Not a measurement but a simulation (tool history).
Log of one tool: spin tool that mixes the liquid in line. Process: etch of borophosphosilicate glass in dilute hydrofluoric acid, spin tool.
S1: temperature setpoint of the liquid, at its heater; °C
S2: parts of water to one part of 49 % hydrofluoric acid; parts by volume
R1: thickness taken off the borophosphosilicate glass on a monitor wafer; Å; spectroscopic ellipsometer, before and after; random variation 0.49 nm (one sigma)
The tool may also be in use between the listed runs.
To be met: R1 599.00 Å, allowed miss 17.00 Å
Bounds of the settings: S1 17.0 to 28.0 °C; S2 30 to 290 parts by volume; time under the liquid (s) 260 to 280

run 1 hour=0.0 | S1=20.0 S2=160 time_under_the_liquid_(s)=260 | R1=444.19
run 2 hour=7.0 | S1=20.0 S2=195 time_under_the_liquid_(s)=260 | R1=347.91
run 3 hour=7.9 | S1=20.0 S2=250 time_under_the_liquid_(s)=260 | R1=256.80
run 4 hour=16.9 | S1=20.0 S2=250 time_under_the_liquid_(s)=260 | R1=254.01
run 5 hour=18.8 | S1=22.0 S2=225 time_under_the_liquid_(s)=260 | R1=315.20
run 6 hour=19.8 | S1=23.5 S2=205 time_under_the_liquid_(s)=260 | R1=368.05
run 7 hour=21.5 | S1=24.5 S2=190 time_under_the_liquid_(s)=260 | R1=417.83
run 8 hour=27.3 | S1=28.0 S2=145 time_under_the_liquid_(s)=260 | R1=675.62
run 9 hour=31.6 | S1=27.0 S2=145 time_under_the_liquid_(s)=260 | R1=646.73
run 10 hour=39.1 | S1=26.5 S2=145 time_under_the_liquid_(s)=260 | R1=628.61

4 next moves are on the table. One of them brings every result within its allowed miss. Which?
run A hour=46.6 | S1=24.0 S2=140 time_under_the_liquid_(s)=260 | R1=?
run B hour=46.6 | S1=24.5 S2=140 time_under_the_liquid_(s)=275 | R1=?
run C hour=46.6 | S1=24.5 S2=165 time_under_the_liquid_(s)=280 | R1=?
run D hour=46.6 | S1=25.0 S2=140 time_under_the_liquid_(s)=270 | R1=?

move=A R1=600.93
move=B R1=647.92
move=C R1=543.84
move=D R1=648.41
A: meets every target
B: further off than the last run
C: takes the result that was furthest off past its target
D: further off than the last run
Answer: A
